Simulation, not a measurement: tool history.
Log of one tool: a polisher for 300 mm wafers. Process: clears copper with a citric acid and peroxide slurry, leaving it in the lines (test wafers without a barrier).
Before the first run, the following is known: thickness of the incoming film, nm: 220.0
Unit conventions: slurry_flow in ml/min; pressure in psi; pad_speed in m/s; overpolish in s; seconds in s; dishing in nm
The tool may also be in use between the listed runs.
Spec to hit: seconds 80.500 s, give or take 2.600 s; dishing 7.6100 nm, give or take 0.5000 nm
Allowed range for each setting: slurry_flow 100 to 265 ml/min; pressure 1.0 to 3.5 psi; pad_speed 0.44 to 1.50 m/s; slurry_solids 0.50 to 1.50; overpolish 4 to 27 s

run	hour	slurry_flow	pressure	pad_speed	slurry_solids	overpolish	seconds	dishing
1	0.0	170	2.2	0.96	1.00	14	104.090	19.7140
2	7.6	170	2.7	0.96	1.00	14	86.205	22.7130
3	15.7	170	2.7	0.96	1.10	14	82.457	24.3390
4	19.6	195	2.7	0.96	1.10	14	80.751	23.7960
5	25.5	220	2.9	0.90	0.90	11	83.525	19.3210
6	26.4	220	2.5	0.90	0.90	11	95.495	16.5930
7	34.0	235	2.2	0.98	1.10	9	95.345	14.3960
8	42.0	245	2.1	1.02	1.25	7	92.342	11.5830
9	46.4	250	2.1	1.04	1.35	6	88.000	9.9481
10	48.0	255	2.2	1.02	1.40	5	86.174	8.6867
11	55.9	255	2.3	1.02	1.45	5	80.795	9.1041
12	59.4	260	2.4	1.00	1.45	5	79.283	9.5145
13	67.1	245	2.4	1.02	1.45	5	78.241	10.0040
14	73.1	250	2.4	1.02	1.45	5	79.007	9.4938
15	80.2	255	2.4	1.00	1.45	5	79.458	9.5029
16	84.5	260	2.4	1.00	1.45	5	78.268	9.7684
17	90.7	240	2.3	1.04	1.45	5	80.302	9.4948
18	96.3	250	2.3	1.04	1.45	5	79.904	9.4786
19	104.5	255	2.3	1.04	1.45	5	78.773	9.5506
20	105.9	260	2.2	1.04	1.45	5	83.700	9.2632
21	109.0	240	2.3	1.00	1.45	5	84.136	9.1106
22	115.5	250	2.3	0.98	1.45	5	83.304	8.6164
23	116.4	250	2.3	0.96	1.45	5	86.946	8.7438
24	124.2	215	2.3	1.16	1.20	4	76.244	8.1758
25	130.5	210	2.3	1.16	1.20	4	75.816	7.7297

4 next moves are on the table. One of them brings every result within its allowed miss. Which?
A	136.8	225	2.5	1.12	1.25	4	?	?
B	136.8	180	2.4	1.26	1.30	4	?	?
C	136.8	220	2.5	1.10	1.10	4	?	?
D	136.8	200	2.0	1.24	1.30	4	?	?

move	seconds	dishing
A	71.883	8.5385
B	68.070	8.9914
C	75.445	8.1494
D	81.374	7.5489
A: lands further from the targets than the last run did
B: lands further from the targets than the last run did
C: lands further from the targets than the last run did
D: all results land within tolerance of their targets
D meets every target.
